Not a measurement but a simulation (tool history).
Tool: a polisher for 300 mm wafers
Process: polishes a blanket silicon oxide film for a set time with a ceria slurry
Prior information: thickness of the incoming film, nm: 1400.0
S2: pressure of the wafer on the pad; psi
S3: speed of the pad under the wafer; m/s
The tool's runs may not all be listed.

run 1 hour=0.0 | flow_of_slurry_(ml/min)=285 S2=2.8 S3=0.98 polishing_time_(s)=89 | film_removed_(angstrom)=3986.1
run 2 hour=7.0 | flow_of_slurry_(ml/min)=285 S2=2.4 S3=0.98 polishing_time_(s)=89 | film_removed_(angstrom)=3591.5
run 3 hour=13.9 | flow_of_slurry_(ml/min)=285 S2=2.3 S3=0.98 polishing_time_(s)=89 | film_removed_(angstrom)=3540.0
run 4 hour=18.6 | flow_of_slurry_(ml/min)=285 S2=2.8 S3=0.98 polishing_time_(s)=89 | film_removed_(angstrom)=4014.2
run 5 hour=23.2 | flow_of_slurry_(ml/min)=285 S2=2.8 S3=0.98 polishing_time_(s)=93 | film_removed_(angstrom)=4190.1
run 6 hour=25.1 | flow_of_slurry_(ml/min)=310 S2=2.8 S3=0.98 polishing_time_(s)=93 | film_removed_(angstrom)=4192.1

What does the tool deliver on the next run?
run 7 hour=27.0 | flow_of_slurry_(ml/min)=310 S2=2.5 S3=0.98 polishing_time_(s)=93 | film_removed_(angstrom)=?

{"run 7": {"film removed (angstrom)": 3860.7}}

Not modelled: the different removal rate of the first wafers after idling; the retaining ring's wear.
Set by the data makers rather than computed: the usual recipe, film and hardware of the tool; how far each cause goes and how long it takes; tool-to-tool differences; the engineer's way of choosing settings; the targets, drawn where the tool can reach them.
